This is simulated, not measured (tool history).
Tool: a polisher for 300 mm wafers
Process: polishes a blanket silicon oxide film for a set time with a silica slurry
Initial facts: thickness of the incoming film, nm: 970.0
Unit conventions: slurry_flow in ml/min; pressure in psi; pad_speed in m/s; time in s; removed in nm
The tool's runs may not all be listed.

run	hour	slurry_flow	pressure	pad_speed	slurry_solids	time	removed
1	0.0	250	4.2	1.48	1.0	26	111.21
2	3.0	250	5.2	1.48	1.0	26	139.17
3	11.9	250	5.2	1.48	1.0	23	123.63
4	17.8	210	5.2	1.48	1.0	23	121.38
5	19.7	220	5.3	1.48	1.0	23	123.53
6	26.7	230	5.3	1.48	1.0	23	124.05
7	33.7	240	5.4	1.48	1.0	23	127.10

Run 8 comes next. What will it give?
8	35.6	245	5.5	1.48	1.0	23	?

For run 8 the tool returned removed 129.25 nm.

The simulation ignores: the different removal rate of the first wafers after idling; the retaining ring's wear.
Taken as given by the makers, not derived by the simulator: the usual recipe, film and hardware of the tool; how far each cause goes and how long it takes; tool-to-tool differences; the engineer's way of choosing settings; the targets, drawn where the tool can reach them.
